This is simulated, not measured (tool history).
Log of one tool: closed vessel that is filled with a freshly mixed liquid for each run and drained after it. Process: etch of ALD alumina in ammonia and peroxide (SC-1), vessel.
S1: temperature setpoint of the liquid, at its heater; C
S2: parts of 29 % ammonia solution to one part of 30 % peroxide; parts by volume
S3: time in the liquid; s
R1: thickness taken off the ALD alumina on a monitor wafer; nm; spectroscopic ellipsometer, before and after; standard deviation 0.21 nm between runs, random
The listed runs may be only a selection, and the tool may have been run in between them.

run,hour,S1,S2,S3,R1
1,0,57,0.6,1585,105.33
2,8.8,57,0.6,1695,112.78
3,16.4,54,0.6,1695,96.446
4,25.8,57,0.6,1695,112.32
5,28.8,57,0.6,1695,113.11
6,31.1,57,0.5,1695,110.24
7,34.2,49,0.45,1690,70.77
8,41.5,48,0.45,1690,67.075

What will run 9 give?
9,49.4,47,0.45,1690,?

R1: 64.037 nm
